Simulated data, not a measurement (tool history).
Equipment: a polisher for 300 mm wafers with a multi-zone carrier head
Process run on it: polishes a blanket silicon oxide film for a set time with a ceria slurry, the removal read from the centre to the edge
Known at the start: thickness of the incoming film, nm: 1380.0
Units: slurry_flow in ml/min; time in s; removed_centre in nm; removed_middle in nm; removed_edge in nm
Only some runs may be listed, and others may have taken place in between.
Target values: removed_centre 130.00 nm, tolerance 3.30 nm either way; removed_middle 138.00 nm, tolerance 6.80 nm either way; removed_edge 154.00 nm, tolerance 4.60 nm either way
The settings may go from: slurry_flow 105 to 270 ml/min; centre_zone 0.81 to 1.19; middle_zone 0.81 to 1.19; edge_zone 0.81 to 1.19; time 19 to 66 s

run,hour,slurry_flow,centre_zone,middle_zone,edge_zone,time,removed_centre,removed_middle,removed_edge
1,0.0,175,1.00,1.00,1.00,42,154.59,157.21,159.70
2,1.6,165,0.98,0.99,1.00,42,146.50,150.62,156.45
3,9.4,165,0.98,0.99,0.94,42,146.41,150.57,154.66
4,15.7,165,0.98,0.93,0.94,42,146.84,146.66,151.14
5,20.0,155,0.97,0.93,0.96,42,143.23,142.46,153.74
6,27.5,155,0.91,0.93,0.96,42,133.80,145.50,152.97
7,36.1,150,0.91,0.92,0.97,42,134.01,137.58,151.33
8,44.0,150,0.91,0.92,0.98,42,133.37,141.93,155.09

Exercise: of the 4 proposed moves below, exactly one satisfies all targets within the stated allowed misses. Which move is it?
A,51.9,165,0.91,0.93,0.89,41,?,?,?
B,51.9,150,0.90,0.93,0.94,44,?,?,?
C,51.9,125,0.91,0.94,0.93,45,?,?,?
D,51.9,135,0.91,0.92,1.01,42,?,?,?

move,removed_centre,removed_middle,removed_edge
A,132.75,139.25,143.64
B,137.92,146.66,156.04
C,135.97,144.84,154.10
D,129.65,135.76,151.73
A: brings the last run's worst result on target, with another outside its allowed miss
B: further off than the last run
C: further off than the last run
D: every result within its allowed miss
Correct choice: D, which meets every target

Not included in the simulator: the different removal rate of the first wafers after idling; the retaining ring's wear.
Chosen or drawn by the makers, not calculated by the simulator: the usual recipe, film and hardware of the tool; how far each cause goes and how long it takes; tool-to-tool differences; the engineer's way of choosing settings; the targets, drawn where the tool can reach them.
